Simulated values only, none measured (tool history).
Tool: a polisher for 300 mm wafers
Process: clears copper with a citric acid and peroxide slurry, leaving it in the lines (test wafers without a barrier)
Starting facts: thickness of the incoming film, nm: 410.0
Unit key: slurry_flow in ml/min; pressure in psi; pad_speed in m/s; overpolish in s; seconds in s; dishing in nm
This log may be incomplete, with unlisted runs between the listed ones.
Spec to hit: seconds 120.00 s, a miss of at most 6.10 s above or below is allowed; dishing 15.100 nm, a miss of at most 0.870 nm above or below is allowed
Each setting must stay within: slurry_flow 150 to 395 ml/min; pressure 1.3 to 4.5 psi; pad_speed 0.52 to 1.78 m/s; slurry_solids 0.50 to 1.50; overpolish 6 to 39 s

| run | day | slurry_flow | pressure | pad_speed | slurry_solids | overpolish | seconds | dishing |
|---|---|---|---|---|---|---|---|---|
| 1 | 0.000 | 250 | 2.9 | 1.14 | 1.00 | 20 | 170.27 | 31.257 |
| 2 | 0.171 | 250 | 2.3 | 1.14 | 1.00 | 20 | 216.06 | 25.946 |
| 3 | 0.467 | 250 | 2.4 | 1.16 | 1.00 | 18 | 205.31 | 24.617 |
| 4 | 0.662 | 240 | 2.5 | 1.22 | 0.95 | 16 | 187.03 | 23.915 |
| 5 | 0.804 | 175 | 2.5 | 1.22 | 0.95 | 16 | 193.11 | 23.209 |
| 6 | 1.092 | 150 | 2.5 | 1.22 | 0.95 | 16 | 198.61 | 22.550 |
| 7 | 1.279 | 150 | 2.5 | 1.30 | 0.90 | 14 | 194.49 | 20.830 |
| 8 | 1.521 | 150 | 2.6 | 1.38 | 0.85 | 13 | 175.73 | 21.210 |
| 9 | 1.708 | 150 | 2.6 | 1.44 | 0.80 | 12 | 172.03 | 20.618 |
| 10 | 2.008 | 150 | 2.6 | 1.50 | 0.75 | 11 | 169.16 | 19.627 |
| 11 | 2.208 | 150 | 2.7 | 1.54 | 0.70 | 10 | 158.14 | 19.025 |
| 12 | 2.400 | 150 | 2.8 | 1.56 | 0.65 | 9 | 147.59 | 17.848 |
| 13 | 2.500 | 160 | 2.9 | 1.54 | 0.65 | 9 | 143.17 | 18.028 |
| 14 | 2.688 | 165 | 3.0 | 1.52 | 0.65 | 9 | 139.21 | 18.424 |
| 15 | 3.000 | 180 | 3.1 | 1.50 | 0.65 | 9 | 136.79 | 18.661 |
| 16 | 3.233 | 195 | 3.2 | 1.46 | 0.65 | 9 | 135.40 | 18.941 |
| 17 | 3.375 | 210 | 3.3 | 1.42 | 0.65 | 9 | 130.23 | 19.469 |
| 18 | 3.517 | 215 | 3.4 | 1.40 | 0.65 | 9 | 130.53 | 20.003 |
| 19 | 3.696 | 220 | 3.3 | 1.46 | 0.65 | 9 | 127.75 | 21.025 |
| 20 | 3.792 | 210 | 3.4 | 1.42 | 0.65 | 9 | 130.64 | 20.397 |
| 21 | 4.121 | 215 | 3.3 | 1.48 | 0.65 | 9 | 125.90 | 20.111 |

Pick the move, out of 4, that brings all results within their allowed miss; only one does.
| A | 4.450 | 265 | 4.0 | 1.28 | 0.50 | 6 | ? | ? |
| B | 4.450 | 255 | 3.4 | 1.32 | 0.75 | 13 | ? | ? |
| C | 4.450 | 220 | 3.7 | 1.28 | 1.15 | 14 | ? | ? |
| D | 4.450 | 200 | 3.1 | 1.64 | 0.80 | 15 | ? | ? |

| move | seconds | dishing |
|---|---|---|
| A | 123.06 | 14.669 |
| B | 133.89 | 26.562 |
| C | 121.50 | 30.544 |
| D | 121.06 | 32.114 |
A: hits every target within its allowed miss
B: further off than the last run
C: further off than the last run
D: further off than the last run
A meets every target.
